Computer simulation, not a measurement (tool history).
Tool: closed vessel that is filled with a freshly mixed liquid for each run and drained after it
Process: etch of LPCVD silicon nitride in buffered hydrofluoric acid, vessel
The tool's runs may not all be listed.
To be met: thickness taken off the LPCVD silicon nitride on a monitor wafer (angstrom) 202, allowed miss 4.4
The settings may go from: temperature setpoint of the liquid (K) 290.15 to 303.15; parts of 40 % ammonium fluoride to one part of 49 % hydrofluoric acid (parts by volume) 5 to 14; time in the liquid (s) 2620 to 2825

run  hour  temperature setpoint of the liquid (K)  parts of 40 % ammonium fluoride to one part of 49 % hydrofluoric acid (parts by volume)  time in the liquid (s)  thickness taken off the LPCVD silicon nitride on a monitor wafer (angstrom)
  1     0                                  295.15                                                                                      8.5                    2620                                                                       377.83
  2   4.9                                  295.15                                                                                        6                    2620                                                                       527.98
  3  13.1                                  298.65                                                                                        6                    2620                                                                       643.58
  4  14.4                                  298.65                                                                                        6                    2620                                                                       644.86
  5  21.2                                  296.15                                                                                      7.5                    2620                                                                       453.98
  6  29.8                                  296.15                                                                                        9                    2620                                                                       376.92
  7  35.2                                  294.65                                                                                      9.5                    2620                                                                       334.57
  8    39                                  293.65                                                                                       10                    2620                                                                       303.01
  9  46.5                                  292.65                                                                                     10.5                    2620                                                                       276.35
 10  51.6                                  292.15                                                                                       11                    2620                                                                       256.88
 11  56.5                                  291.65                                                                                     11.5                    2620                                                                       236.84
 12  65.2                                  291.15                                                                                     11.5                    2620                                                                       231.33
 13    67                                  291.15                                                                                     11.5                    2620                                                                       230.96
 14  69.7                                  290.65                                                                                     11.5                    2620                                                                       224.41
 15  70.4                                  290.15                                                                                       12                    2620                                                                       211.63

4 next moves are on the table. One of them brings every result within its allowed miss. Which?
  A  71.1                                  291.15                                                                                     12.5                    2735                                                                            ?
  B  71.1                                  291.15                                                                                     12.5                    2650                                                                            ?
  C  71.1                                  290.15                                                                                     13.5                    2825                                                                            ?
  D  71.1                                  290.15                                                                                       12                    2695                                                                            ?

move  thickness taken off the LPCVD silicon nitride on a monitor wafer (angstrom)
   A                                                                       223.96
   B                                                                          217
   C                                                                       202.63
   D                                                                       216.97
A: further off than the last run
B: further off than the last run
C: meets every target
D: further off than the last run
Answer: C
